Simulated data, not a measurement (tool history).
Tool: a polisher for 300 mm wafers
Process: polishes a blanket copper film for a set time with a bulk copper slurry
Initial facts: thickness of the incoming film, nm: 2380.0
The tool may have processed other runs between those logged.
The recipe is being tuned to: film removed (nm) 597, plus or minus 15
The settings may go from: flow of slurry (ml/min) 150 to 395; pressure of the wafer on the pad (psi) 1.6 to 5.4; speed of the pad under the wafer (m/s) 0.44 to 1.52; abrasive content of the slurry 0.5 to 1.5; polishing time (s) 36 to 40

| run | hour | flow of slurry (ml/min) | pressure of the wafer on the pad (psi) | speed of the pad under the wafer (m/s) | abrasive content of the slurry | polishing time (s) | film removed (nm) |
|---|---|---|---|---|---|---|---|
| 1 | 0 | 250 | 3.5 | 0.98 | 1 | 40 | 410.19 |
| 2 | 2.1 | 255 | 3.9 | 0.98 | 1 | 40 | 455.8 |
| 3 | 4.4 | 255 | 4.7 | 0.98 | 1 | 40 | 543.14 |
| 4 | 6.6 | 260 | 4.8 | 0.98 | 1 | 40 | 566.9 |
| 5 | 13.7 | 270 | 4.8 | 0.98 | 1 | 40 | 565.28 |
| 6 | 22.5 | 270 | 4.8 | 0.98 | 1 | 36 | 503.45 |
| 7 | 24.3 | 270 | 5 | 0.98 | 1 | 36 | 523.24 |
| 8 | 29 | 270 | 5 | 0.98 | 1 | 36 | 519.38 |
| 9 | 37.1 | 270 | 5.1 | 1 | 1 | 36 | 546.12 |
| 10 | 38.8 | 270 | 5.2 | 1 | 1 | 36 | 559 |
| 11 | 45.2 | 270 | 5.3 | 1 | 1 | 36 | 558.98 |
| 12 | 52.6 | 270 | 5.3 | 1 | 1 | 36 | 573.62 |

Which of these 5 next moves meets every target?
| A | 60 | 210 | 5 | 0.98 | 1 | 39 | ? |
| B | 60 | 285 | 5.3 | 0.92 | 1.15 | 39 | ? |
| C | 60 | 275 | 5.3 | 0.92 | 1 | 37 | ? |
| D | 60 | 290 | 5.4 | 0.88 | 1.05 | 39 | ? |
| E | 60 | 300 | 5.3 | 0.94 | 0.95 | 37 | ? |

| move | film removed (nm) |
|---|---|
| A | 556.17 |
| B | 596.73 |
| C | 543.24 |
| D | 569.13 |
| E | 551.78 |
A: the biggest miss grows against the last run
B: every result lands within tolerance
C: the biggest miss grows against the last run
D: the biggest miss grows against the last run
E: the biggest miss grows against the last run
The move that meets every target is B.
